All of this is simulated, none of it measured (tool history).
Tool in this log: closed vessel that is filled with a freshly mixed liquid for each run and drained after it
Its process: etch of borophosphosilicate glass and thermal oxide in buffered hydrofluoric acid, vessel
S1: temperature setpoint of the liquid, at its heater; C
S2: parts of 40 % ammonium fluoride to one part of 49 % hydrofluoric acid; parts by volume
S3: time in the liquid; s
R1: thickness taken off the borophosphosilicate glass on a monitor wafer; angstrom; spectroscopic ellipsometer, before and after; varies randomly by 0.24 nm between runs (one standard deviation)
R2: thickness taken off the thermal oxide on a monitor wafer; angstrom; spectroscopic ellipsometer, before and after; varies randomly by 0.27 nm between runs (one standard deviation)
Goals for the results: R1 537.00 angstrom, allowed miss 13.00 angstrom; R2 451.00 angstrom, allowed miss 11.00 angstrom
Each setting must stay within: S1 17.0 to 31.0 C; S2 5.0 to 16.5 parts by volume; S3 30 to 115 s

run	hour	S1	S2	S3	R1	R2
1	0.0	23.0	10.0	60	760.09	639.44
2	8.0	23.0	7.5	60	1000.70	833.12
3	11.1	20.0	7.5	60	844.14	704.88
4	14.0	19.5	8.0	60	763.77	635.81
5	17.0	19.5	8.0	70	893.62	746.54
6	18.4	19.0	8.5	70	814.45	676.96
7	20.9	19.0	9.0	70	760.54	634.72
8	23.2	18.0	10.0	70	676.20	569.62
9	24.3	17.5	11.0	70	600.34	499.70
10	27.2	17.0	11.5	70	553.50	461.31

Below are 5 possible settings for the next run. Only one of them brings all results inside the allowed miss of their targets. Which is it?
A	30.1	17.0	8.0	45	?	?
B	30.1	20.5	14.5	65	?	?
C	30.1	19.0	10.0	55	?	?
D	30.1	22.0	14.0	65	?	?
E	30.1	21.0	15.0	70	?	?

move	R1	R2
A	500.59	410.45
B	500.49	413.58
C	561.95	462.71
D	562.67	465.31
E	535.81	442.98
A: pushes the last run's worst result past its target
B: pushes the last run's worst result past its target
C: the biggest miss grows against the last run
D: the biggest miss grows against the last run
E: every result within its allowed miss
Move E is the one to make.
